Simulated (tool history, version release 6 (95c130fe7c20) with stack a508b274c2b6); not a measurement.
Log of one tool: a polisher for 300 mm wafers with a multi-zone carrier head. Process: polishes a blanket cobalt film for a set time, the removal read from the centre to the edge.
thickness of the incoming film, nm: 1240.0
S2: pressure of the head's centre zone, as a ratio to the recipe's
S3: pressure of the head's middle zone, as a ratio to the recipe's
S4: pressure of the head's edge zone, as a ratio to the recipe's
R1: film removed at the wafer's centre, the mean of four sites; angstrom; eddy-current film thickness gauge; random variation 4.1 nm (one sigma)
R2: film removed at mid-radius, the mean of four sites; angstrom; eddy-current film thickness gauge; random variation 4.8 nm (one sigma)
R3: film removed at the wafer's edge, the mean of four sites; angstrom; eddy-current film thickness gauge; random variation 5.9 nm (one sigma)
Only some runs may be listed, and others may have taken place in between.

run 1 hour=0.0 | flow_of_slurry_(ml/min)=165 S2=1.00 S3=1.00 S4=1.00 polishing_time_(s)=69 | R1=3403.4 R2=3450.5 R3=3621.0
run 2 hour=7.4 | flow_of_slurry_(ml/min)=170 S2=0.99 S3=1.03 S4=1.03 polishing_time_(s)=71 | R1=3452.7 R2=3659.0 R3=3822.0
run 3 hour=11.6 | flow_of_slurry_(ml/min)=170 S2=0.99 S3=1.03 S4=1.06 polishing_time_(s)=71 | R1=3483.6 R2=3547.3 R3=3773.3
run 4 hour=20.4 | flow_of_slurry_(ml/min)=170 S2=0.91 S3=1.03 S4=1.06 polishing_time_(s)=71 | R1=3185.8 R2=3636.0 R3=3834.9
run 5 hour=29.3 | flow_of_slurry_(ml/min)=170 S2=0.97 S3=1.03 S4=1.06 polishing_time_(s)=71 | R1=3466.6 R2=3658.3 R3=3823.0
-- hour=34.5 slurry nozzle cleaned
run 6 hour=34.5 | flow_of_slurry_(ml/min)=170 S2=0.97 S3=1.03 S4=0.98 polishing_time_(s)=71 | R1=3762.5 R2=3951.6 R3=3937.5

Run 7, settings as shown, results not yet in. Your forecast:
run 7 hour=37.3 | flow_of_slurry_(ml/min)=175 S2=0.94 S3=1.04 S4=0.99 polishing_time_(s)=72 | R1=? R2=? R3=?

{"run 7": {"R1": 3665.6, "R2": 4046.5, "R3": 3930.3}}

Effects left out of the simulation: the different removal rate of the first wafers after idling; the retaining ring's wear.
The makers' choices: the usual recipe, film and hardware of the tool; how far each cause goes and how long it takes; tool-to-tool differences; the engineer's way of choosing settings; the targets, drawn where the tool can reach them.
